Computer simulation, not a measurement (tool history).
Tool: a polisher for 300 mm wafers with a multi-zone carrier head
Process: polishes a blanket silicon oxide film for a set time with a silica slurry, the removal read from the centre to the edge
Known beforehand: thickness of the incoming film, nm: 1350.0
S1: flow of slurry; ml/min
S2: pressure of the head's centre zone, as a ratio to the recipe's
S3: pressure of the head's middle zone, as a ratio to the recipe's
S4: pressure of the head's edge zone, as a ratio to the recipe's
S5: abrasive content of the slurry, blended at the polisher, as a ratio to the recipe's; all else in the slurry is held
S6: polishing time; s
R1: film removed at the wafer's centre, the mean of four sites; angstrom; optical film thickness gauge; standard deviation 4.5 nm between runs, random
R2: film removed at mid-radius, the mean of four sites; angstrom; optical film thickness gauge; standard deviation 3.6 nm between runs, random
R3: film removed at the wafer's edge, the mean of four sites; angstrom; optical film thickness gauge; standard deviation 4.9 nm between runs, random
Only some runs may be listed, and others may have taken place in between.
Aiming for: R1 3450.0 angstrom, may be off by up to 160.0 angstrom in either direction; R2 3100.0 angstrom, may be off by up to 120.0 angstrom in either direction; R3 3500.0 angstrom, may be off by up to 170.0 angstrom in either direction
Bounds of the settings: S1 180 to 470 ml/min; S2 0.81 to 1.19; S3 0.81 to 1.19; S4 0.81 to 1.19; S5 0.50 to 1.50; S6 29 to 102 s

run	hour	S1	S2	S3	S4	S5	S6	R1	R2	R3
1	0.0	300	1.00	1.00	1.00	1.00	65	2570.1	2531.7	2601.7
2	1.9	300	1.00	1.00	1.00	0.90	65	2480.7	2448.1	2436.6
3	5.4	300	1.01	1.00	1.01	0.95	65	2538.9	2443.2	2593.3
4	12.0	300	1.02	1.01	1.01	1.00	65	2616.9	2567.2	2501.1
5	15.2	300	1.02	1.01	1.01	1.15	65	2716.4	2642.2	2757.1
6	18.5	300	1.02	1.01	1.08	1.15	65	2729.9	2779.0	2780.1
7	24.9	300	1.02	1.01	1.08	1.15	65	2722.7	2711.7	2851.0
8	27.1	300	1.03	1.01	1.08	1.20	65	2781.4	2716.9	2812.6

Next run, 5 choices. One meets every target within its allowed miss, the rest don't. Which?
A	29.3	320	1.04	0.93	1.11	1.05	82	?	?	?
B	29.3	250	0.98	0.95	1.10	1.30	62	?	?	?
C	29.3	300	0.95	0.96	1.11	1.20	75	?	?	?
D	29.3	245	0.99	1.05	1.14	1.05	82	?	?	?
E	29.3	350	0.91	1.11	1.07	1.30	63	?	?	?

move	R1	R2	R3
A	3404.2	3090.5	3530.1
B	2608.3	2510.4	2821.6
C	3078.0	3039.2	3383.4
D	3190.3	3318.5	3488.7
E	2641.5	3021.0	2902.4
A: in spec on every target
B: the biggest miss grows against the last run
C: nearer than the last run, and not there yet
D: nearer than the last run, and not there yet
E: the biggest miss grows against the last run
Go with A: it meets all targets.
